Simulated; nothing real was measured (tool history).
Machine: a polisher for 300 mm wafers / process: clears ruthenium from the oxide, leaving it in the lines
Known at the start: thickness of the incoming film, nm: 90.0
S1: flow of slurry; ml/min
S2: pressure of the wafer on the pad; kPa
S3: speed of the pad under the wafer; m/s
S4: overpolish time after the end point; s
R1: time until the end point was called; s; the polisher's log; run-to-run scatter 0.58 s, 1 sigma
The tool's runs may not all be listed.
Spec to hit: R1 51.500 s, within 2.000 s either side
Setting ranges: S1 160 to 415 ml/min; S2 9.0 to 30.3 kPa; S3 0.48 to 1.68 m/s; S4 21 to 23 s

run 1 hour=0.0 | S1=265 S2=19.3 S3=1.08 S4=21 | R1=65.309
run 2 hour=4.5 | S1=265 S2=20.0 S3=1.08 S4=21 | R1=62.049
run 3 hour=8.0 | S1=265 S2=20.7 S3=1.08 S4=21 | R1=60.114
run 4 hour=14.2 | S1=265 S2=21.4 S3=1.08 S4=21 | R1=57.932
run 5 hour=22.7 | S1=265 S2=17.9 S3=1.08 S4=21 | R1=69.870
run 6 hour=31.4 | S1=265 S2=18.6 S3=1.08 S4=21 | R1=67.138
run 7 hour=37.0 | S1=265 S2=19.3 S3=1.08 S4=21 | R1=63.860
run 8 hour=38.5 | S1=265 S2=20.0 S3=1.08 S4=21 | R1=62.343
run 9 hour=42.9 | S1=265 S2=20.7 S3=1.08 S4=21 | R1=59.591

Exercise: of the 5 proposed moves below, exactly one satisfies all targets within the stated allowed misses. Which move is it?
run A hour=47.3 | S1=185 S2=27.6 S3=0.64 S4=21 | R1=?
run B hour=47.3 | S1=340 S2=18.6 S3=1.08 S4=21 | R1=?
run C hour=47.3 | S1=330 S2=24.8 S3=1.18 S4=22 | R1=?
run D hour=47.3 | S1=325 S2=23.4 S3=1.12 S4=23 | R1=?
run E hour=47.3 | S1=255 S2=21.4 S3=1.06 S4=21 | R1=?

move=A R1=67.983
move=B R1=66.260
move=C R1=46.883
move=D R1=51.651
move=E R1=59.831
A: its largest miss is bigger than the last run's
B: its largest miss is bigger than the last run's
C: pushes the last run's worst result past its target
D: all results in spec
E: neither nearer nor further off than the last run
The move that meets every target is D.
